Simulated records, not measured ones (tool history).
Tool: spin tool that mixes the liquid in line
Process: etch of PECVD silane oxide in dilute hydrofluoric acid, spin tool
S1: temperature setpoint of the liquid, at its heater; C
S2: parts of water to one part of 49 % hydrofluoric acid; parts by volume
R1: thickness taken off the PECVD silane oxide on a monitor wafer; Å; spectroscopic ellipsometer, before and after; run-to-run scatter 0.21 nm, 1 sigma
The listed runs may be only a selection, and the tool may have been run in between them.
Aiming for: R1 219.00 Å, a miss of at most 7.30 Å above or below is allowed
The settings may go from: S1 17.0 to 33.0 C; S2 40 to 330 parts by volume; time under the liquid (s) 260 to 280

{"run": 1, "hour": 0.0, "S1": 25.0, "S2": 185, "time under the liquid (s)": 260, "R1": 389.88}
{"run": 2, "hour": 3.7, "S1": 25.0, "S2": 125, "time under the liquid (s)": 260, "R1": 626.08}
{"run": 3, "hour": 6.7, "S1": 24.0, "S2": 140, "time under the liquid (s)": 260, "R1": 527.47}
{"run": 4, "hour": 10.5, "S1": 24.0, "S2": 105, "time under the liquid (s)": 260, "R1": 726.22}
{"run": 5, "hour": 16.3, "S1": 24.0, "S2": 105, "time under the liquid (s)": 260, "R1": 718.82}
{"run": 6, "hour": 20.4, "S1": 24.0, "S2": 130, "time under the liquid (s)": 260, "R1": 573.93}
{"run": 7, "hour": 22.2, "S1": 23.0, "S2": 140, "time under the liquid (s)": 260, "R1": 515.39}
{"run": 8, "hour": 24.4, "S1": 22.0, "S2": 150, "time under the liquid (s)": 260, "R1": 451.51}
{"run": 9, "hour": 27.8, "S1": 21.5, "S2": 160, "time under the liquid (s)": 260, "R1": 417.18}
{"run": 10, "hour": 33.6, "S1": 21.0, "S2": 170, "time under the liquid (s)": 260, "R1": 373.9}
{"run": 11, "hour": 39.0, "S1": 21.0, "S2": 170, "time under the liquid (s)": 260, "R1": 375.51}
{"run": 12, "hour": 43.3, "S1": 17.0, "S2": 240, "time under the liquid (s)": 260, "R1": 210.13}

Which one of the following 4 next-run settings gets every result inside its allowed miss? There is exactly one.
{"run": "A", "hour": 47.6, "S1": 18.0, "S2": 225, "time under the liquid (s)": 260, "R1": "?"}
{"run": "B", "hour": 47.6, "S1": 17.0, "S2": 220, "time under the liquid (s)": 260, "R1": "?"}
{"run": "C", "hour": 47.6, "S1": 17.0, "S2": 245, "time under the liquid (s)": 275, "R1": "?"}
{"run": "D", "hour": 47.6, "S1": 17.0, "S2": 255, "time under the liquid (s)": 275, "R1": "?"}

move=A R1=235.91
move=B R1=233.05
move=C R1=216.49
move=D R1=206.20
A: takes the biggest miss from the last run beyond its target
B: takes the biggest miss from the last run beyond its target
C: all results in spec
D: the biggest miss grows against the last run
Move C is the one to make.
